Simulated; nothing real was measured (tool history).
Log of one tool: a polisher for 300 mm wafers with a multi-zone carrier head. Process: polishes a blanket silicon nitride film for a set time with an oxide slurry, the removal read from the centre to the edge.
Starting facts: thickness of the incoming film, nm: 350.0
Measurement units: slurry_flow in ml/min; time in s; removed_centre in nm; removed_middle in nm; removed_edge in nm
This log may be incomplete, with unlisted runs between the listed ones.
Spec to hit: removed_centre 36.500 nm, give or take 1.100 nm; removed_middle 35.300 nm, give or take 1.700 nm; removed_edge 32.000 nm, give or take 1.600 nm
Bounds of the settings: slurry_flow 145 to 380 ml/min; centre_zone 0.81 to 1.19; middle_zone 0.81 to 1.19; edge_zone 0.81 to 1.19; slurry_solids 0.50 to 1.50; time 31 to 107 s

{"run": 1, "hour": 0.0, "slurry_flow": 245, "centre_zone": 1.0, "middle_zone": 1.0, "edge_zone": 1.0, "slurry_solids": 1.0, "time": 69, "removed_centre": 44.512, "removed_middle": 43.802, "removed_edge": 44.259}
{"run": 2, "hour": 3.4, "slurry_flow": 250, "centre_zone": 1.01, "middle_zone": 1.01, "edge_zone": 0.97, "slurry_solids": 0.9, "time": 69, "removed_centre": 42.586, "removed_middle": 43.103, "removed_edge": 42.795}
{"run": 3, "hour": 6.5, "slurry_flow": 250, "centre_zone": 1.01, "middle_zone": 1.01, "edge_zone": 0.97, "slurry_solids": 1.1, "time": 69, "removed_centre": 46.938, "removed_middle": 45.835, "removed_edge": 46.794}
{"run": 4, "hour": 12.3, "slurry_flow": 250, "centre_zone": 1.01, "middle_zone": 1.01, "edge_zone": 1.04, "slurry_solids": 1.1, "time": 69, "removed_centre": 46.696, "removed_middle": 48.619, "removed_edge": 49.463}
{"run": 5, "hour": 16.1, "slurry_flow": 240, "centre_zone": 1.0, "middle_zone": 1.02, "edge_zone": 1.0, "slurry_solids": 1.0, "time": 69, "removed_centre": 43.863, "removed_middle": 45.77, "removed_edge": 44.546}
{"run": 6, "hour": 20.2, "slurry_flow": 285, "centre_zone": 1.0, "middle_zone": 1.02, "edge_zone": 1.0, "slurry_solids": 1.0, "time": 69, "removed_centre": 45.691, "removed_middle": 46.465, "removed_edge": 45.47}
{"run": 7, "hour": 25.3, "slurry_flow": 300, "centre_zone": 0.98, "middle_zone": 1.01, "edge_zone": 0.97, "slurry_solids": 0.9, "time": 69, "removed_centre": 41.685, "removed_middle": 43.523, "removed_edge": 43.354}
{"run": 8, "hour": 30.2, "slurry_flow": 290, "centre_zone": 1.0, "middle_zone": 1.02, "edge_zone": 0.94, "slurry_solids": 0.85, "time": 69, "removed_centre": 41.746, "removed_middle": 42.02, "removed_edge": 40.99}
{"run": 9, "hour": 37.0, "slurry_flow": 285, "centre_zone": 1.01, "middle_zone": 1.03, "edge_zone": 0.92, "slurry_solids": 0.8, "time": 69, "removed_centre": 40.558, "removed_middle": 40.147, "removed_edge": 38.567}
{"run": 10, "hour": 38.7, "slurry_flow": 280, "centre_zone": 1.01, "middle_zone": 1.04, "edge_zone": 0.9, "slurry_solids": 0.75, "time": 69, "removed_centre": 38.696, "removed_middle": 40.594, "removed_edge": 38.11}
{"run": 11, "hour": 46.4, "slurry_flow": 280, "centre_zone": 1.03, "middle_zone": 1.04, "edge_zone": 0.88, "slurry_solids": 0.7, "time": 69, "removed_centre": 38.578, "removed_middle": 39.213, "removed_edge": 35.071}
{"run": 12, "hour": 49.3, "slurry_flow": 275, "centre_zone": 1.03, "middle_zone": 1.03, "edge_zone": 0.87, "slurry_solids": 0.7, "time": 69, "removed_centre": 37.314, "removed_middle": 37.519, "removed_edge": 35.135}
{"run": 13, "hour": 51.1, "slurry_flow": 295, "centre_zone": 1.09, "middle_zone": 1.05, "edge_zone": 0.83, "slurry_solids": 0.5, "time": 68, "removed_centre": 31.831, "removed_middle": 30.454, "removed_edge": 27.167}
{"run": 14, "hour": 58.8, "slurry_flow": 295, "centre_zone": 1.13, "middle_zone": 1.11, "edge_zone": 0.93, "slurry_solids": 0.65, "time": 68, "removed_centre": 40.04, "removed_middle": 38.086, "removed_edge": 34.418}

Exactly one of the 4 candidate moves below puts every result within its allowed miss. Which one?
{"run": "A", "hour": 66.5, "slurry_flow": 340, "centre_zone": 1.1, "middle_zone": 0.93, "edge_zone": 1.05, "slurry_solids": 0.7, "time": 70, "removed_centre": "?", "removed_middle": "?", "removed_edge": "?"}
{"run": "B", "hour": 66.5, "slurry_flow": 260, "centre_zone": 1.15, "middle_zone": 1.13, "edge_zone": 0.97, "slurry_solids": 0.7, "time": 60, "removed_centre": "?", "removed_middle": "?", "removed_edge": "?"}
{"run": "C", "hour": 66.5, "slurry_flow": 260, "centre_zone": 1.07, "middle_zone": 1.08, "edge_zone": 0.84, "slurry_solids": 0.8, "time": 68, "removed_centre": "?", "removed_middle": "?", "removed_edge": "?"}
{"run": "D", "hour": 66.5, "slurry_flow": 315, "centre_zone": 1.0, "middle_zone": 1.11, "edge_zone": 0.99, "slurry_solids": 0.55, "time": 79, "removed_centre": "?", "removed_middle": "?", "removed_edge": "?"}

move=A removed_centre=41.691 removed_middle=36.104 removed_edge=40.488
move=B removed_centre=36.567 removed_middle=35.742 removed_edge=32.781
move=C removed_centre=41.595 removed_middle=42.096 removed_edge=37.570
move=D removed_centre=36.459 removed_middle=40.367 removed_edge=37.808
A: further off than the last run
B: all results in spec
C: further off than the last run
D: the furthest-off result lands on target, but another misses its tolerance
Answer: B
